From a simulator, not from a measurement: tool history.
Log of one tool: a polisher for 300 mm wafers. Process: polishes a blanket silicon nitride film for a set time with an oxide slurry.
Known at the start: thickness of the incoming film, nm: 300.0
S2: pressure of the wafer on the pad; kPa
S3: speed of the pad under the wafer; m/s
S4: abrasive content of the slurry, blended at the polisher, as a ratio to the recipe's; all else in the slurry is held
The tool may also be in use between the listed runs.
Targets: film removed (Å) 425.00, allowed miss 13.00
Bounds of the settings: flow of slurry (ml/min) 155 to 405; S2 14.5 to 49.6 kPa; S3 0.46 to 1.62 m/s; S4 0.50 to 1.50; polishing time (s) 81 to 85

{"run": 1, "hour": 0.0, "flow of slurry (ml/min)": 260, "S2": 31.7, "S3": 1.04, "S4": 1.0, "polishing time (s)": 81, "film removed (Å)": 801.34}
{"run": 2, "hour": 7.2, "flow of slurry (ml/min)": 260, "S2": 31.7, "S3": 0.78, "S4": 1.0, "polishing time (s)": 81, "film removed (Å)": 635.13}
{"run": 3, "hour": 10.6, "flow of slurry (ml/min)": 260, "S2": 27.6, "S3": 0.78, "S4": 1.0, "polishing time (s)": 81, "film removed (Å)": 563.11}
{"run": 4, "hour": 13.3, "flow of slurry (ml/min)": 260, "S2": 26.2, "S3": 0.78, "S4": 1.0, "polishing time (s)": 81, "film removed (Å)": 532.67}
{"run": 5, "hour": 18.8, "flow of slurry (ml/min)": 260, "S2": 25.5, "S3": 0.78, "S4": 1.0, "polishing time (s)": 81, "film removed (Å)": 519.11}
{"run": 6, "hour": 21.2, "flow of slurry (ml/min)": 260, "S2": 24.8, "S3": 0.78, "S4": 1.0, "polishing time (s)": 81, "film removed (Å)": 495.47}
{"run": 7, "hour": 27.3, "flow of slurry (ml/min)": 255, "S2": 20.0, "S3": 0.78, "S4": 1.0, "polishing time (s)": 81, "film removed (Å)": 408.3}
{"run": 8, "hour": 31.7, "flow of slurry (ml/min)": 260, "S2": 20.0, "S3": 0.78, "S4": 1.0, "polishing time (s)": 81, "film removed (Å)": 406.21}

Which of these 4 next moves meets every target?
{"run": "A", "hour": 36.1, "flow of slurry (ml/min)": 270, "S2": 19.3, "S3": 1.0, "S4": 0.65, "polishing time (s)": 82, "film removed (Å)": "?"}
{"run": "B", "hour": 36.1, "flow of slurry (ml/min)": 270, "S2": 20.7, "S3": 0.8, "S4": 0.85, "polishing time (s)": 81, "film removed (Å)": "?"}
{"run": "C", "hour": 36.1, "flow of slurry (ml/min)": 175, "S2": 20.7, "S3": 0.78, "S4": 0.95, "polishing time (s)": 81, "film removed (Å)": "?"}
{"run": "D", "hour": 36.1, "flow of slurry (ml/min)": 270, "S2": 17.9, "S3": 0.96, "S4": 0.85, "polishing time (s)": 84, "film removed (Å)": "?"}

move=A film_removed_(Å)=402.81
move=B film_removed_(Å)=407.58
move=C film_removed_(Å)=395.82
move=D film_removed_(Å)=426.79
A: further off than the last run
B: nearer than the last run, and not there yet
C: further off than the last run
D: meets every target
The right move is D.
